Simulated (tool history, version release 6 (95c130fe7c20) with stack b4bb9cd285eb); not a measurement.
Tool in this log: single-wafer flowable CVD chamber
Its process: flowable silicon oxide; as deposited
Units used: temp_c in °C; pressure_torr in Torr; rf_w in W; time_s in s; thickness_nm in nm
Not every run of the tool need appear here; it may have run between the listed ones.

run,hour,temp_c,pressure_torr,rf_w,time_s,thickness_nm
1,0.0,95,0.819,2120,721,581.85
2,0.8,100,0.818,2120,721,499.59
3,5.2,91,0.818,2120,721,659.10
4,10.9,91,0.818,1900,721,649.42
5,17.1,97,0.817,1900,721,535.79
6,18.6,97,0.742,1900,721,485.37
7,19.1,100,0.741,1900,721,441.42

Run 8 is up next; what results do you expect?
8,21.4,100,0.741,1900,721,?

{"run 8": {"thickness_nm": 442.98}}

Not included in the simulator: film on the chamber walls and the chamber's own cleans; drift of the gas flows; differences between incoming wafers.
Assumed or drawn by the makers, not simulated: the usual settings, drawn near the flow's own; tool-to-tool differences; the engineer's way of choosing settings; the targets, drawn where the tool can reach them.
